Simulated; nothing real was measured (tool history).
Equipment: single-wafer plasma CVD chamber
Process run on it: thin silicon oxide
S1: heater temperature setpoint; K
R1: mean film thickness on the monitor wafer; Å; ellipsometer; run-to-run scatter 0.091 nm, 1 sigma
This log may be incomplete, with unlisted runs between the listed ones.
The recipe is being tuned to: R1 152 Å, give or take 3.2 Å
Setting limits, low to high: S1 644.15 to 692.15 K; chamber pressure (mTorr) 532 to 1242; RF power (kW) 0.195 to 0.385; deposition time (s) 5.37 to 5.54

run 1 day=0 | S1=668.15 chamber_pressure_(mTorr)=887 RF_power_(kW)=0.29 deposition_time_(s)=5.37 | R1=118.62
run 2 day=0.096 | S1=668.15 chamber_pressure_(mTorr)=912 RF_power_(kW)=0.29 deposition_time_(s)=5.37 | R1=120.24
run 3 day=0.129 | S1=668.15 chamber_pressure_(mTorr)=1033 RF_power_(kW)=0.29 deposition_time_(s)=5.37 | R1=131.7
run 4 day=0.254 | S1=668.15 chamber_pressure_(mTorr)=961 RF_power_(kW)=0.29 deposition_time_(s)=5.37 | R1=125.66
run 5 day=0.383 | S1=668.15 chamber_pressure_(mTorr)=961 RF_power_(kW)=0.29 deposition_time_(s)=5.54 | R1=129.15
run 6 day=0.588 | S1=668.15 chamber_pressure_(mTorr)=961 RF_power_(kW)=0.29 deposition_time_(s)=5.54 | R1=130.2
run 7 day=0.858 | S1=668.15 chamber_pressure_(mTorr)=980 RF_power_(kW)=0.29 deposition_time_(s)=5.54 | R1=131.32
run 8 day=1.062 | S1=668.15 chamber_pressure_(mTorr)=980 RF_power_(kW)=0.29 deposition_time_(s)=5.54 | R1=131.55
run 9 day=1.088 | S1=668.15 chamber_pressure_(mTorr)=998 RF_power_(kW)=0.29 deposition_time_(s)=5.54 | R1=133.12
run 10 day=1.25 | S1=668.15 chamber_pressure_(mTorr)=998 RF_power_(kW)=0.29 deposition_time_(s)=5.54 | R1=134.33
run 11 day=1.612 | S1=668.15 chamber_pressure_(mTorr)=1012 RF_power_(kW)=0.29 deposition_time_(s)=5.54 | R1=133.09
run 12 day=1.708 | S1=668.15 chamber_pressure_(mTorr)=1031 RF_power_(kW)=0.29 deposition_time_(s)=5.54 | R1=135.28
run 13 day=1.879 | S1=668.15 chamber_pressure_(mTorr)=1171 RF_power_(kW)=0.295 deposition_time_(s)=5.54 | R1=148.46
run 14 day=2.2 | S1=668.15 chamber_pressure_(mTorr)=1171 RF_power_(kW)=0.295 deposition_time_(s)=5.54 | R1=146.37

Which one of the following 4 next-run settings gets every result inside its allowed miss? There is exactly one.
run A day=2.521 | S1=668.15 chamber_pressure_(mTorr)=1086 RF_power_(kW)=0.31 deposition_time_(s)=5.54 | R1=?
run B day=2.521 | S1=672.15 chamber_pressure_(mTorr)=1214 RF_power_(kW)=0.33 deposition_time_(s)=5.54 | R1=?
run C day=2.521 | S1=675.15 chamber_pressure_(mTorr)=1169 RF_power_(kW)=0.335 deposition_time_(s)=5.54 | R1=?
run D day=2.521 | S1=660.15 chamber_pressure_(mTorr)=1204 RF_power_(kW)=0.32 deposition_time_(s)=5.37 | R1=?

move=A R1=145.23
move=B R1=160.26
move=C R1=157.77
move=D R1=153
A: moves away from the targets compared with the last run
B: pushes the last run's worst result past its target
C: pushes the last run's worst result past its target
D: in spec on every target
Answer: D

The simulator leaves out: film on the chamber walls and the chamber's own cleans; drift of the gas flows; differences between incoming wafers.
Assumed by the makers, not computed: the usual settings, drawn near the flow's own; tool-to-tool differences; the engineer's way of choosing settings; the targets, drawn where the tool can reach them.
